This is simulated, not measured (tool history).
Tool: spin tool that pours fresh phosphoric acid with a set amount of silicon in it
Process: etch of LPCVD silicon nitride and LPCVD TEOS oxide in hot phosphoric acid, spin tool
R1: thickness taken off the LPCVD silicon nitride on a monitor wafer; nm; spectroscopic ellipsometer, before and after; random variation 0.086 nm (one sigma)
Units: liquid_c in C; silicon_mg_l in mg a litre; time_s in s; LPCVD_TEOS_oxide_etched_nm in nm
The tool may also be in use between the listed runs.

{"run": 1, "hour": 0.0, "liquid_c": 164, "silicon_mg_l": 21, "time_s": 150, "R1": 15.974, "LPCVD_TEOS_oxide_etched_nm": 0.57313}
{"run": 2, "hour": 8.9, "liquid_c": 163, "silicon_mg_l": 21, "time_s": 135, "R1": 13.874, "LPCVD_TEOS_oxide_etched_nm": 0.49181}
{"run": 3, "hour": 9.5, "liquid_c": 162, "silicon_mg_l": 21.5, "time_s": 125, "R1": 12.317, "LPCVD_TEOS_oxide_etched_nm": 0.37675}
{"run": 4, "hour": 11.9, "liquid_c": 161.5, "silicon_mg_l": 19.5, "time_s": 120, "R1": 11.52, "LPCVD_TEOS_oxide_etched_nm": 0.40014}
{"run": 5, "hour": 15.6, "liquid_c": 162.5, "silicon_mg_l": 19.5, "time_s": 120, "R1": 12.006, "LPCVD_TEOS_oxide_etched_nm": 0.38595}
{"run": 6, "hour": 16.9, "liquid_c": 161.5, "silicon_mg_l": 19, "time_s": 115, "R1": 11.142, "LPCVD_TEOS_oxide_etched_nm": 0.33461}
{"run": 7, "hour": 23.6, "liquid_c": 161, "silicon_mg_l": 16.5, "time_s": 115, "R1": 10.853, "LPCVD_TEOS_oxide_etched_nm": 0.38194}
{"run": 8, "hour": 28.4, "liquid_c": 160.5, "silicon_mg_l": 17, "time_s": 115, "R1": 10.759, "LPCVD_TEOS_oxide_etched_nm": 0.36812}

Run 9 comes next. What will it give?
{"run": 9, "hour": 34.8, "liquid_c": 159.5, "silicon_mg_l": 19, "time_s": 105, "R1": "?", "LPCVD_TEOS_oxide_etched_nm": "?"}

Run 9 gave R1 9.6515 nm, LPCVD_TEOS_oxide_etched_nm 0.29231 nm.

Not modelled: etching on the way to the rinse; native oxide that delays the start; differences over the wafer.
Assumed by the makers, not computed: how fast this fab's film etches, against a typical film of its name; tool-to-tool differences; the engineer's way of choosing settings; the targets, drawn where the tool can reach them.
